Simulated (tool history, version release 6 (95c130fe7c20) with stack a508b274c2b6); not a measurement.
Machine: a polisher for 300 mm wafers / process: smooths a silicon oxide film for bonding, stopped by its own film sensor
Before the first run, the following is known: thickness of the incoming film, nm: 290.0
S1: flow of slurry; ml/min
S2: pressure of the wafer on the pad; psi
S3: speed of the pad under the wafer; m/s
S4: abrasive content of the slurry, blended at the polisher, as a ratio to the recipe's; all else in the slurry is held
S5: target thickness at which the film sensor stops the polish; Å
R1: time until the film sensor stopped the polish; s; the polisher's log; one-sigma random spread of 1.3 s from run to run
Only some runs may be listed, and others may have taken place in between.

run	hour	S1	S2	S3	S4	S5	R1
1	0.0	150	1.8	0.84	1.0	2330	109.11
2	4.7	145	1.7	0.84	1.0	2330	115.54
3	10.4	145	1.8	0.84	1.0	2330	109.77
4	19.2	140	1.7	0.84	1.0	2330	116.08
5	20.4	140	1.7	0.84	1.2	2330	109.32
6	28.7	140	1.7	0.84	1.2	2330	108.93
7	31.7	135	1.6	0.84	1.2	2330	116.86
8	38.5	135	1.6	0.84	1.2	2330	116.43
9	46.7	130	1.5	0.84	1.2	2330	123.63

Run 10 has not been measured yet. What should we expect?
10	53.4	125	1.4	0.84	1.2	2330	?

Run 10 produced R1 132.13 s.
